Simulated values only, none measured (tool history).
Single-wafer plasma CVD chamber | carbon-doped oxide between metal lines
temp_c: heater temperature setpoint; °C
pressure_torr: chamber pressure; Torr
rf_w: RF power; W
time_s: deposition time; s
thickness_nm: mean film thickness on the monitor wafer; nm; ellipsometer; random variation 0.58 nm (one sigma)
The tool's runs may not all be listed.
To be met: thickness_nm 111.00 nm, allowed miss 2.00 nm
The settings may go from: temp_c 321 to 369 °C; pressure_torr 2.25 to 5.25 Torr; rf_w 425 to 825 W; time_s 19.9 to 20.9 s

Run 1, hour 0.0: temp_c 345 °C, pressure_torr 3.75 Torr, rf_w 625 W, time_s 20.9 s. Result: thickness_nm 127.57 nm.
Run 2, hour 5.6: temp_c 348 °C, pressure_torr 3.56 Torr, rf_w 605 W, time_s 20.9 s. Result: thickness_nm 123.91 nm.
Run 3, hour 10.0: temp_c 348 °C, pressure_torr 3.56 Torr, rf_w 605 W, time_s 19.9 s. Result: thickness_nm 116.11 nm.
Run 4, hour 14.7: temp_c 348 °C, pressure_torr 3.56 Torr, rf_w 605 W, time_s 19.9 s. Result: thickness_nm 117.27 nm.
Run 5, hour 20.9: temp_c 348 °C, pressure_torr 3.56 Torr, rf_w 525 W, time_s 19.9 s. Result: thickness_nm 106.85 nm.
Run 6, hour 23.6: temp_c 347 °C, pressure_torr 3.62 Torr, rf_w 525 W, time_s 19.9 s. Result: thickness_nm 106.10 nm.
Run 7, hour 24.5: temp_c 347 °C, pressure_torr 3.62 Torr, rf_w 525 W, time_s 19.9 s. Result: thickness_nm 106.38 nm.
Run 8, hour 30.6: temp_c 346 °C, pressure_torr 3.69 Torr, rf_w 530 W, time_s 19.9 s. Result: thickness_nm 108.15 nm.
Run 9, hour 39.3: temp_c 345 °C, pressure_torr 3.73 Torr, rf_w 530 W, time_s 19.9 s. Result: thickness_nm 108.44 nm.
Run 10, hour 41.5: temp_c 344 °C, pressure_torr 3.77 Torr, rf_w 530 W, time_s 19.9 s. Result: thickness_nm 108.23 nm.

5 next moves are on the table. One of them brings every result within its allowed miss. Which?
Run A, hour 43.7: temp_c 342 °C, pressure_torr 3.88 Torr, rf_w 460 W, time_s 20.9 s. Result: thickness_nm ?.
Run B, hour 43.7: temp_c 342 °C, pressure_torr 4.08 Torr, rf_w 460 W, time_s 20.9 s. Result: thickness_nm ?.
Run C, hour 43.7: temp_c 352 °C, pressure_torr 3.56 Torr, rf_w 490 W, time_s 20.9 s. Result: thickness_nm ?.
Run D, hour 43.7: temp_c 344 °C, pressure_torr 3.80 Torr, rf_w 500 W, time_s 20.3 s. Result: thickness_nm ?.
Run E, hour 43.7: temp_c 344 °C, pressure_torr 3.51 Torr, rf_w 510 W, time_s 20.9 s. Result: thickness_nm ?.

move  thickness_nm
   A        104.57
   B        105.21
   C        105.56
   D        106.83
   E        110.57
A: further off than the last run
B: further off than the last run
C: further off than the last run
D: further off than the last run
E: meets every target
Move E is the one to make.
